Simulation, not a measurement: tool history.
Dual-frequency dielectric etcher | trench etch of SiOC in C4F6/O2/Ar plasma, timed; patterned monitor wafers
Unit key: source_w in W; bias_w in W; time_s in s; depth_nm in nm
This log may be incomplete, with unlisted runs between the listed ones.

run 1 hour=0 | source_w=360 bias_w=155 time_s=10 | depth_nm=16.361
run 2 hour=2.2 | source_w=310 bias_w=155 time_s=10 | depth_nm=15.731
run 3 hour=10.2 | source_w=300 bias_w=150 time_s=10 | depth_nm=15.516
run 4 hour=16.8 | source_w=330 bias_w=150 time_s=10 | depth_nm=15.967
run 5 hour=23.4 | source_w=330 bias_w=171 time_s=10 | depth_nm=16.576
run 6 hour=31.4 | source_w=300 bias_w=171 time_s=10 | depth_nm=16.081
run 7 hour=32.7 | source_w=300 bias_w=171 time_s=10 | depth_nm=16.177

Run 8 comes next. What will it give?
run 8 hour=40.8 | source_w=290 bias_w=164 time_s=10 | depth_nm=?

depth_nm: 15.774 nm
